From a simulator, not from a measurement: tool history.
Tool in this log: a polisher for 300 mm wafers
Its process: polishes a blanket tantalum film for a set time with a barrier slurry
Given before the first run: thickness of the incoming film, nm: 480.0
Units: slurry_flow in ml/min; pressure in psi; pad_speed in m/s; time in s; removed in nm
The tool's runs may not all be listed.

run  hour  slurry_flow  pressure  pad_speed  slurry_solids  time  removed
  1     0          245       2.2       1.02              1   100    157.8
  2   2.3          285       2.2       1.02              1   100   161.03
  3   4.8          285       2.2       1.18              1   100   185.31
  4   5.8          285       2.2       1.18            1.1   100   194.79
  5   6.3          285         2       1.18            1.1   100    174.4
  6  13.5          265         2       1.18            1.1   100   171.68

Run 7 is up next; what results do you expect?
  7  15.5          260       1.9       1.18            1.1   100        ?

Run 7 gave removed 167.36 nm.

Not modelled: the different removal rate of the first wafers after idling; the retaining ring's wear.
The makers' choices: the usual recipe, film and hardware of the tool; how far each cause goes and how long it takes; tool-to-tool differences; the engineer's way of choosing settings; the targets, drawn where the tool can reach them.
